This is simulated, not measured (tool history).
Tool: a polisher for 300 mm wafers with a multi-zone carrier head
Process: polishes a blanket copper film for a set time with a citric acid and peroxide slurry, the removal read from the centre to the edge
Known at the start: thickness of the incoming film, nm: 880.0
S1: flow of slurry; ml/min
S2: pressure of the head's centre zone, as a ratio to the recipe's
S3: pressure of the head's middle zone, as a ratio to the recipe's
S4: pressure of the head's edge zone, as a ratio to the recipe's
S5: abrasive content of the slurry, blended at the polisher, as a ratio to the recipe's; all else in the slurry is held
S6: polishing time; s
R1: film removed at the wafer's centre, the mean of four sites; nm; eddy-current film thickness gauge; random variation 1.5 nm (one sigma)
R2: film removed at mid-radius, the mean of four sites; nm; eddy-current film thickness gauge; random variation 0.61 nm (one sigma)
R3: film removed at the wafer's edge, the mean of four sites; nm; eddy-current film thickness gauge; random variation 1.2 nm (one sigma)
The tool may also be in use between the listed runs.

run  hour   S1    S2    S3    S4    S5  S6       R1       R2       R3
  1   0.0  305  1.00  1.00  1.00  1.00  68  204.250  207.600  223.750
  2   3.0  290  1.00  0.98  0.97  0.95  63  187.470  185.160  198.520
  3   4.9  240  1.00  0.98  0.97  0.95  63  187.860  181.790  204.620
  4  10.2  240  1.05  0.98  0.97  0.95  63  188.690  183.190  199.640
  5  14.5  240  1.05  0.96  0.95  0.90  59  174.770  167.270  180.780
  6  18.4  240  1.06  0.94  0.94  0.85  55  161.930  152.090  170.230
  7  23.3  245  1.08  0.93  0.92  0.80  52  157.160  140.620  155.350
  8  25.3  240  1.03  0.85  0.82  0.55  33   83.423   73.872   81.997
  9  28.7  245  1.05  0.86  0.84  0.55  33   85.455   74.549   85.030
 10  37.0  245  1.07  0.88  0.84  0.55  33   87.601   75.673   82.993

Run 11 comes next. What will it give?
 11  39.5  245  1.08  0.89  0.86  0.55  33   ?   ?   ?

R1: 88.106 nm
R2: 75.998 nm
R3: 85.268 nm

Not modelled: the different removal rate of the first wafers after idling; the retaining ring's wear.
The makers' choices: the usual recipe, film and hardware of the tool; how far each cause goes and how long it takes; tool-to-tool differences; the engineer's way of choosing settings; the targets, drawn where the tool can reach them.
